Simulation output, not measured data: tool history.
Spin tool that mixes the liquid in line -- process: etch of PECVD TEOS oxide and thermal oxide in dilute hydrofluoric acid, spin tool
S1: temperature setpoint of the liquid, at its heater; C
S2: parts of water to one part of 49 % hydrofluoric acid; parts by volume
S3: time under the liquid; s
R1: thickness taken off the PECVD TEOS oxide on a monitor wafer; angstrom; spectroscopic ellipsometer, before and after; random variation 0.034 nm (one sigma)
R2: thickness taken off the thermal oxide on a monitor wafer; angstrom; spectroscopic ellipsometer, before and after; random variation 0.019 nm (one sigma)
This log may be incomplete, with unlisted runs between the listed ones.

run  hour    S1   S2   S3      R1      R2
  1     0    22  235  180  120.37  30.875
  2   5.4    21  240  180  113.55  29.607
  3   8.6  20.5  245  180  107.93  28.085
  4  16.4  20.5  245  110  65.916  17.471
  5  21.4  22.5  245  110  71.122  18.538
  6  25.5  22.5  300  110  54.957  14.235
  7  29.9  26.5  235  110  86.156  22.132
  8  31.8    27  235  110  87.478   22.78

Run 9 comes next. What will it give?
  9  40.3  27.5  235  110   ?   ?

Logged for run 9: R1 88.97 angstrom, R2 23.242 angstrom.

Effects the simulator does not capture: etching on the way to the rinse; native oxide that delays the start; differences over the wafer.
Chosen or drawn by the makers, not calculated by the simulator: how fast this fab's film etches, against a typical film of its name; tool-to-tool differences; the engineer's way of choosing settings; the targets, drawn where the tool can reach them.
